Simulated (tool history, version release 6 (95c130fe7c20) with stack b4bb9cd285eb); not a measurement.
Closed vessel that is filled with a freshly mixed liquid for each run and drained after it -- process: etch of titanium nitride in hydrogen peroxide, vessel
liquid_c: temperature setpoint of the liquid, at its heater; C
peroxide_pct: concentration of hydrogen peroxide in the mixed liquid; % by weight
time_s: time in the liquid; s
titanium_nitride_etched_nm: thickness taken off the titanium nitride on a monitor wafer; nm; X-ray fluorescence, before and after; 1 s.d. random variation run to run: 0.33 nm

Run 1, hour 0: liquid_c 54 C, peroxide_pct 26 % by weight, time_s 255 s. Result: titanium_nitride_etched_nm 24.435 nm.
Run 2, hour 3.6: liquid_c 55 C, peroxide_pct 26 % by weight, time_s 255 s. Result: titanium_nitride_etched_nm 26.307 nm.
Run 3, hour 12.4: liquid_c 55.5 C, peroxide_pct 26 % by weight, time_s 255 s. Result: titanium_nitride_etched_nm 27.49 nm.
Run 4, hour 20.4: liquid_c 62.5 C, peroxide_pct 26 % by weight, time_s 255 s. Result: titanium_nitride_etched_nm 44.49 nm.
Run 5, hour 25: liquid_c 62 C, peroxide_pct 26 % by weight, time_s 255 s. Result: titanium_nitride_etched_nm 43.195 nm.
Run 6, hour 27.8: liquid_c 62 C, peroxide_pct 26 % by weight, time_s 255 s. Result: titanium_nitride_etched_nm 43.683 nm.
Run 7, hour 29.2: liquid_c 61.5 C, peroxide_pct 26 % by weight, time_s 255 s. Result: titanium_nitride_etched_nm 42.75 nm.

What does the tool deliver on the next run?
Run 8, hour 36.8: liquid_c 61 C, peroxide_pct 26 % by weight, time_s 255 s. Result: titanium_nitride_etched_nm ?.

Run 8 produced titanium_nitride_etched_nm 39.711 nm.

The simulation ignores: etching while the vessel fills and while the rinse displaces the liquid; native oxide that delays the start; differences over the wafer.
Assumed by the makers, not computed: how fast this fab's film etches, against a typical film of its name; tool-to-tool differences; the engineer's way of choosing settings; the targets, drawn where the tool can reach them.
